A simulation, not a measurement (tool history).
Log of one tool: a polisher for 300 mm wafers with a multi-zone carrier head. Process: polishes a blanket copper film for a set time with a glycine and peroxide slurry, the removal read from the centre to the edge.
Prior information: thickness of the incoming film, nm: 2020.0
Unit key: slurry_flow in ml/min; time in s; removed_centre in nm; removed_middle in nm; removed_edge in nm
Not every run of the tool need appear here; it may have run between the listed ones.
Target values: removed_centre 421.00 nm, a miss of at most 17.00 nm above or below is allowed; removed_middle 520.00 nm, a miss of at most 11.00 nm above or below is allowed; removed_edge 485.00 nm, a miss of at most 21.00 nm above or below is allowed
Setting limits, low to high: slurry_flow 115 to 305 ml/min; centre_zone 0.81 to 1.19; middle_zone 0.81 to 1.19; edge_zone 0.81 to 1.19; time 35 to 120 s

Run 1, day 0.000: slurry_flow 195 ml/min, centre_zone 1.00, middle_zone 1.00, edge_zone 1.00, time 77 s. Result: removed_centre 436.25 nm, removed_middle 449.41 nm, removed_edge 433.93 nm.
Run 2, day 0.083: slurry_flow 195 ml/min, centre_zone 0.93, middle_zone 1.00, edge_zone 1.00, time 77 s. Result: removed_centre 394.56 nm, removed_middle 449.34 nm, removed_edge 437.72 nm.
Run 3, day 0.408: slurry_flow 195 ml/min, centre_zone 0.93, middle_zone 1.00, edge_zone 1.03, time 77 s. Result: removed_centre 396.48 nm, removed_middle 450.81 nm, removed_edge 445.61 nm.
Run 4, day 0.783: slurry_flow 210 ml/min, centre_zone 0.93, middle_zone 1.02, edge_zone 1.04, time 77 s. Result: removed_centre 398.00 nm, removed_middle 464.19 nm, removed_edge 452.14 nm.
Run 5, day 1.046: slurry_flow 225 ml/min, centre_zone 0.93, middle_zone 1.03, edge_zone 1.05, time 77 s. Result: removed_centre 408.30 nm, removed_middle 474.54 nm, removed_edge 452.46 nm.
Run 6, day 1.175: slurry_flow 235 ml/min, centre_zone 0.92, middle_zone 1.04, edge_zone 1.07, time 77 s. Result: removed_centre 401.25 nm, removed_middle 482.23 nm, removed_edge 455.87 nm.
Run 7, day 1.404: slurry_flow 240 ml/min, centre_zone 0.92, middle_zone 1.05, edge_zone 1.09, time 77 s. Result: removed_centre 405.19 nm, removed_middle 483.61 nm, removed_edge 461.24 nm.
Run 8, day 1.742: slurry_flow 245 ml/min, centre_zone 0.92, middle_zone 1.06, edge_zone 1.10, time 77 s. Result: removed_centre 410.86 nm, removed_middle 483.17 nm, removed_edge 459.07 nm.
Run 9, day 1.850: slurry_flow 250 ml/min, centre_zone 0.91, middle_zone 1.07, edge_zone 1.11, time 78 s. Result: removed_centre 413.94 nm, removed_middle 498.50 nm, removed_edge 460.47 nm.
Run 10, day 1.904: slurry_flow 255 ml/min, centre_zone 0.90, middle_zone 1.07, edge_zone 1.12, time 79 s. Result: removed_centre 419.93 nm, removed_middle 505.40 nm, removed_edge 475.05 nm.
Run 11, day 1.988: slurry_flow 260 ml/min, centre_zone 0.89, middle_zone 1.07, edge_zone 1.12, time 79 s. Result: removed_centre 403.11 nm, removed_middle 509.01 nm, removed_edge 479.51 nm.

Exactly one of the 4 candidate moves below puts every result within its allowed miss. Which one?
Run A, day 2.071: slurry_flow 175 ml/min, centre_zone 0.97, middle_zone 1.12, edge_zone 1.19, time 78 s. Result: removed_centre ?, removed_middle ?, removed_edge ?.
Run B, day 2.071: slurry_flow 280 ml/min, centre_zone 0.83, middle_zone 1.03, edge_zone 1.13, time 81 s. Result: removed_centre ?, removed_middle ?, removed_edge ?.
Run C, day 2.071: slurry_flow 205 ml/min, centre_zone 0.92, middle_zone 1.11, edge_zone 1.16, time 80 s. Result: removed_centre ?, removed_middle ?, removed_edge ?.
Run D, day 2.071: slurry_flow 285 ml/min, centre_zone 0.90, middle_zone 1.04, edge_zone 1.13, time 79 s. Result: removed_centre ?, removed_middle ?, removed_edge ?.

move  removed_centre  removed_middle  removed_edge
   A          411.07          496.81        471.01
   B          389.02          509.69        499.55
   C          409.74          517.21        485.40
   D          412.55          501.91        487.81
A: the furthest-off result lands on target, but another misses its tolerance
B: its largest miss is bigger than the last run's
C: each result inside its tolerance
D: the furthest-off result lands on target, but another misses its tolerance
The move that meets every target is C.
